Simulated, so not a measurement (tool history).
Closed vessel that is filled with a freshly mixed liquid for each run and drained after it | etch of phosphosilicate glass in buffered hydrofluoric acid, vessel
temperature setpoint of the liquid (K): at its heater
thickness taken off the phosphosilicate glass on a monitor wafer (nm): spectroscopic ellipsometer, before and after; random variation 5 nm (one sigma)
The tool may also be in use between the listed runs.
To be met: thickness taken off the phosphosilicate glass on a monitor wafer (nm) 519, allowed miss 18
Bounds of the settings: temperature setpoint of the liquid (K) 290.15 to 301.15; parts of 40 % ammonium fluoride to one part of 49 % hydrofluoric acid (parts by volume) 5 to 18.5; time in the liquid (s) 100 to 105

| run | hour | temperature setpoint of the liquid (K) | parts of 40 % ammonium fluoride to one part of 49 % hydrofluoric acid (parts by volume) | time in the liquid (s) | thickness taken off the phosphosilicate glass on a monitor wafer (nm) |
|---|---|---|---|---|---|
| 1 | 0 | 293.15 | 11.5 | 100 | 202.4 |
| 2 | 5.4 | 291.15 | 11.5 | 100 | 180.7 |
| 3 | 6.7 | 292.65 | 10.5 | 100 | 220.28 |
| 4 | 14.3 | 292.65 | 10.5 | 100 | 216.99 |
| 5 | 20.2 | 290.15 | 10.5 | 100 | 190.24 |
| 6 | 27.9 | 291.65 | 9.5 | 100 | 228.2 |
| 7 | 36.6 | 291.65 | 9.5 | 100 | 227.18 |
|  | 44.7 | hydrofluoric acid flow meter replaced |
| 8 | 44.7 | 293.15 | 9 | 100 | 275.1 |
| 9 | 46.7 | 294.65 | 9 | 100 | 302.22 |
| 10 | 49.5 | 295.65 | 9 | 100 | 318.6 |
| 11 | 57.7 | 296.65 | 9 | 100 | 337.85 |
| 12 | 64.2 | 297.15 | 9 | 100 | 342.42 |
| 13 | 65.8 | 297.65 | 8.5 | 100 | 383.5 |

Which of these 4 next moves meets every target?
| A | 67.4 | 297.15 | 10 | 105 | ? |
| B | 67.4 | 298.65 | 6.5 | 100 | ? |
| C | 67.4 | 301.15 | 7 | 105 | ? |
| D | 67.4 | 299.15 | 8 | 105 | ? |

| move | thickness taken off the phosphosilicate glass on a monitor wafer (nm) |
|---|---|
| A | 338.51 |
| B | 523 |
| C | 588.61 |
| D | 457.98 |
A: further off than the last run
B: meets every target
C: takes the result that was furthest off past its target
D: nearer than the last run, and not there yet
Move B is the one to make.

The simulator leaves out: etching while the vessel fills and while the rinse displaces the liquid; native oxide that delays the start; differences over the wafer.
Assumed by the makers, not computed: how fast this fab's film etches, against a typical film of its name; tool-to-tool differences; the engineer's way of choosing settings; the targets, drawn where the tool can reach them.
